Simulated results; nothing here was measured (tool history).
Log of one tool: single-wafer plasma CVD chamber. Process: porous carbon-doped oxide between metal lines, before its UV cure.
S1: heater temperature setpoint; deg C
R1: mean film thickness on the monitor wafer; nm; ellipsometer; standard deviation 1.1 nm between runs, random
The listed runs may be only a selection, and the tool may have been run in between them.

run 1 hour=0.0 | S1=285 RF_power_(kW)=0.440 deposition_time_(s)=34.1 | R1=185.40
run 2 hour=3.8 | S1=285 RF_power_(kW)=0.480 deposition_time_(s)=34.1 | R1=199.32
run 3 hour=9.0 | S1=285 RF_power_(kW)=0.480 deposition_time_(s)=35.2 | R1=203.00
run 4 hour=11.5 | S1=285 RF_power_(kW)=0.480 deposition_time_(s)=34.1 | R1=196.69
run 5 hour=14.4 | S1=281 RF_power_(kW)=0.490 deposition_time_(s)=34.1 | R1=205.57
run 6 hour=19.3 | S1=278 RF_power_(kW)=0.495 deposition_time_(s)=34.1 | R1=211.32

The next listed run, before its measurement:
run 7 hour=27.5 | S1=275 RF_power_(kW)=0.500 deposition_time_(s)=34.1 | R1=?

R1: 217.40 nm
